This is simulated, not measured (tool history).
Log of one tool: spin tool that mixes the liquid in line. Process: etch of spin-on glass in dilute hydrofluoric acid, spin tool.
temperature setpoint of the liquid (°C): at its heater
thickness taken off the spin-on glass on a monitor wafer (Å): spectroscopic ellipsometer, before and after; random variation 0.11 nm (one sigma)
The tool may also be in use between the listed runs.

run	hour	temperature setpoint of the liquid (°C)	parts of water to one part of 49 % hydrofluoric acid (parts by volume)	time under the liquid (s)	thickness taken off the spin-on glass on a monitor wafer (Å)
1	0	23	220	190	237.11
2	5.3	21.5	240	190	203.96
3	6.2	20.5	260	190	175.77
4	12.8	20.5	225	190	213.05
5	13.7	18.5	225	190	196.96
6	17.2	18	245	190	174.3
7	17.8	17.5	260	190	157.88

The next listed run, before its measurement:
8	21.3	17.5	270	190	?

thickness taken off the spin-on glass on a monitor wafer (Å): 148.26
